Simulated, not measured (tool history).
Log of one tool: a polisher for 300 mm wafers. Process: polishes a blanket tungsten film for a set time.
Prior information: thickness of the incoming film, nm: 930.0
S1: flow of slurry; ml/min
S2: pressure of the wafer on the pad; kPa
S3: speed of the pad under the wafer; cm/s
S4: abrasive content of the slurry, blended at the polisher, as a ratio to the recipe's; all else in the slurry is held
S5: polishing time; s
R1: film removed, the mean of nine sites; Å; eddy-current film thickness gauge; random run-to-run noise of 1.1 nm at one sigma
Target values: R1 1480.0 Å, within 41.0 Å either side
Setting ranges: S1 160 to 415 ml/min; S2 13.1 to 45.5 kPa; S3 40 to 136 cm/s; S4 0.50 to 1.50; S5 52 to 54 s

run    day   S1    S2  S3    S4  S5      R1
  1  0.000  265  29.0  88  1.00  52  2397.4
  2  0.354  200  29.0  88  1.00  52  2338.0
  3  0.533  200  29.0  88  0.85  52  2228.5
  4  0.696  200  27.6  88  0.85  52  2133.5
  5  1.058  160  27.6  88  0.85  52  2041.3
  6  1.371  160  27.6  88  0.85  54  2107.9
  7  1.658  160  26.2  88  0.85  54  1986.2
  8  1.729  160  25.5  88  0.85  54  1926.0
  9  2.000  160  24.8  88  0.85  54  1890.5
 10  2.117  160  24.1  88  0.85  54  1865.0
 11  2.488  160  23.4  88  0.85  54  1802.6
 12  2.604  160  22.8  88  0.85  54  1769.2
 13  2.979  160  22.1  88  0.85  54  1707.8
 14  3.233  160  21.4  88  0.85  54  1660.6
 15  3.433  160  20.7  88  0.85  54  1599.9

Which of these 4 next moves meets every target?
  A  3.633  160  22.1   76  0.85  52   ?
  B  3.633  220  23.4   62  1.10  54   ?
  C  3.633  165  18.6   98  0.95  53   ?
  D  3.633  160  20.7  100  0.95  52   ?

move      R1
   A  1471.3
   B  1553.7
   C  1602.1
   D  1756.2
A: every result within its allowed miss
B: nearer the targets than the last run, but a result is still out of spec
C: no nearer and no further than the last run
D: further off than the last run
The move that meets every target is A.
